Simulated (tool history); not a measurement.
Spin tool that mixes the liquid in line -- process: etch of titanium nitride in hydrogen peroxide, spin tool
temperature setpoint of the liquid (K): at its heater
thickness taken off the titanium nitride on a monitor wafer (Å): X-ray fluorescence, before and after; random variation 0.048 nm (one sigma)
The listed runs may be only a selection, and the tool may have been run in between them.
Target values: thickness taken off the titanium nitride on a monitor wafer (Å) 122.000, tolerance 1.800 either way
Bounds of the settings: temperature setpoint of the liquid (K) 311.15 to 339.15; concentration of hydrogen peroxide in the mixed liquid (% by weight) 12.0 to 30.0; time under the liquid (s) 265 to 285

run  hour  temperature setpoint of the liquid (K)  concentration of hydrogen peroxide in the mixed liquid (% by weight)  time under the liquid (s)  thickness taken off the titanium nitride on a monitor wafer (Å)
  1   0.0                                  327.15                                                                  22.5                        265                                                           97.138
  2   2.7                                  320.65                                                                  22.5                        265                                                           60.567
  3   8.3                                  320.65                                                                  19.5                        265                                                           58.935
  4  13.1                                  320.65                                                                  24.5                        265                                                           61.744
  5  16.3                                  324.15                                                                  24.5                        265                                                           79.637
  6  18.3                                  324.15                                                                  24.5                        285                                                           85.706
  7  24.8                                  324.65                                                                  24.5                        285                                                           88.698
  8  26.4                                  325.15                                                                  24.5                        285                                                           92.556
  9  32.0                                  325.65                                                                  24.5                        285                                                           96.072
 10  36.7                                  329.65                                                                  24.5                        285                                                          126.260

Exercise: of the 4 proposed moves below, exactly one satisfies all targets within the stated allowed misses. Which move is it?
  A  41.4                                  329.65                                                                  23.5                        270                                                                ?
  B  41.4                                  330.65                                                                  27.5                        265                                                                ?
  C  41.4                                  330.15                                                                  22.5                        270                                                                ?
  D  41.4                                  329.15                                                                  21.5                        285                                                                ?

move  thickness taken off the titanium nitride on a monitor wafer (Å)
   A                                                          118.290
   B                                                          128.770
   C                                                          121.320
   D                                                          118.300
A: takes the biggest miss from the last run beyond its target
B: lands further from the targets than the last run did
C: hits every target within its allowed miss
D: takes the biggest miss from the last run beyond its target
So the answer is move C, the one that meets all the targets.

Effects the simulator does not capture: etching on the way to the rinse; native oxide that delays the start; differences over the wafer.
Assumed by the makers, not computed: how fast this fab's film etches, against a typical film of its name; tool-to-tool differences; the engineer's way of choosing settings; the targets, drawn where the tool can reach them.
